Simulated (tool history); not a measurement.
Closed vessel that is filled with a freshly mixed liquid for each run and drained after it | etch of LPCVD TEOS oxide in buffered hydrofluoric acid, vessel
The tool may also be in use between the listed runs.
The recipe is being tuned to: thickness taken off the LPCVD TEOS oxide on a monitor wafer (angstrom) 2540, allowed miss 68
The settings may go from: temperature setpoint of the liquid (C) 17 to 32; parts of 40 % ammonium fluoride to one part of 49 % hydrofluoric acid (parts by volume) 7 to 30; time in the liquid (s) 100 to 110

run,hour,temperature setpoint of the liquid (C),parts of 40 % ammonium fluoride to one part of 49 % hydrofluoric acid (parts by volume),time in the liquid (s),thickness taken off the LPCVD TEOS oxide on a monitor wafer (angstrom)
1,0,25,20,100,2675.9
2,6,25,20,110,2943.4
3,11.7,24.5,20,110,2875
4,14,28,20,110,3501
5,20.9,25,20,110,2944.3
6,25.6,24.5,20,110,2874.6
7,31,24,20,110,2798.5
8,38.7,23.5,20,110,2687.6
9,40.1,23,20,110,2628.1
# hour 41.6: hydrofluoric acid flow meter replaced
10,41.6,22.5,20,110,2779.4

Exercise: of the 4 proposed moves below, exactly one satisfies all targets within the stated allowed misses. Which move is it?
A,43.1,19,16,105,?
B,43.1,22.5,20.5,110,?
C,43.1,20.5,18.5,105,?
D,43.1,21.5,18.5,105,?

move,thickness taken off the LPCVD TEOS oxide on a monitor wafer (angstrom)
A,2699.4
B,2712.5
C,2545
D,2690.9
A: better than the last run, though not everything is in spec
B: better than the last run, though not everything is in spec
C: every result within its allowed miss
D: better than the last run, though not everything is in spec
The move that meets every target is C.
